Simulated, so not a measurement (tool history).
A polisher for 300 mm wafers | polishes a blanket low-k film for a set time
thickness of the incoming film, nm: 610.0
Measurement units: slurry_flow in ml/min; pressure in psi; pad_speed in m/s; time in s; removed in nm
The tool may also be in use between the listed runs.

| run | hour | slurry_flow | pressure | pad_speed | slurry_solids | time | removed |
|---|---|---|---|---|---|---|---|
| 1 | 0.0 | 315 | 2.3 | 0.80 | 1.00 | 30 | 10.2830 |
| 2 | 8.6 | 315 | 2.3 | 0.80 | 1.10 | 30 | 10.7130 |
| 3 | 13.4 | 315 | 2.0 | 0.80 | 1.10 | 30 | 9.4659 |
| 4 | 17.0 | 385 | 2.0 | 0.80 | 1.10 | 30 | 9.5309 |
| 5 | 24.6 | 385 | 2.0 | 0.80 | 0.95 | 30 | 9.1432 |
| 6 | 27.0 | 380 | 1.8 | 0.80 | 0.95 | 30 | 8.2081 |
| 7 | 30.6 | 375 | 1.7 | 0.80 | 0.95 | 30 | 7.8407 |
| 8 | 31.1 | 360 | 1.4 | 0.80 | 0.95 | 30 | 6.5123 |
|  | 36.9 | conditioning disc replaced and pad reconditioned |
| 9 | 36.9 | 380 | 1.4 | 0.80 | 0.95 | 30 | 7.1020 |
| 10 | 38.5 | 365 | 1.4 | 0.80 | 0.95 | 30 | 7.2219 |
| 11 | 44.7 | 365 | 1.3 | 0.80 | 0.95 | 30 | 6.6456 |
| 12 | 51.0 | 375 | 1.4 | 0.80 | 0.95 | 30 | 7.1079 |
| 13 | 56.4 | 370 | 1.4 | 0.80 | 0.95 | 30 | 7.1889 |
| 14 | 58.7 | 365 | 1.4 | 0.80 | 0.95 | 30 | 7.1072 |
| 15 | 59.3 | 365 | 1.3 | 0.80 | 0.95 | 30 | 6.6148 |

For run 16, what comes out?
| 16 | 60.4 | 380 | 1.3 | 0.80 | 0.95 | 30 | ? |

removed: 6.6655 nm
